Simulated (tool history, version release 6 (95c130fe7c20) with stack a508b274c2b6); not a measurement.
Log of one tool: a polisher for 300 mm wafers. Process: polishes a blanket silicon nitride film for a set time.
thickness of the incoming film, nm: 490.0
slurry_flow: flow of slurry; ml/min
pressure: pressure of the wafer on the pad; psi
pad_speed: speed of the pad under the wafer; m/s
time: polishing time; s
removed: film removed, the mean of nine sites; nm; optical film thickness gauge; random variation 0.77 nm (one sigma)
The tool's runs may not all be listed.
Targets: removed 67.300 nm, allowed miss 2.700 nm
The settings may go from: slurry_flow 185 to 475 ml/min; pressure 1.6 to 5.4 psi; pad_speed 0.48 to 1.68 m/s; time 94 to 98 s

run	hour	slurry_flow	pressure	pad_speed	time	removed
1	0.0	305	3.5	1.08	94	153.210
2	7.2	255	3.5	1.08	94	145.250
3	11.6	255	2.8	1.08	94	119.550
4	18.3	255	3.4	1.08	94	148.520
5	19.1	290	3.4	1.08	94	146.260
6	26.4	290	3.1	1.04	94	129.090
7	32.9	290	2.9	1.00	94	119.240
8	41.3	285	2.7	0.96	94	109.810
# hour 49.9: head pressure recalibrated
9	49.9	285	2.5	0.92	94	90.893
10	56.1	285	2.4	0.92	94	88.411

5 next moves are on the table. One of them brings every result within its allowed miss. Which?
A	62.3	265	2.3	1.20	98	?
B	62.3	410	3.6	0.74	98	?
C	62.3	295	2.9	0.82	98	?
D	62.3	310	2.9	0.86	96	?
E	62.3	270	2.5	0.54	94	?

move	removed
A	105.160
B	124.120
C	104.380
D	105.700
E	67.836
A: further off than the last run
B: further off than the last run
C: further off than the last run
D: further off than the last run
E: meets every target
Move E is the one to make.
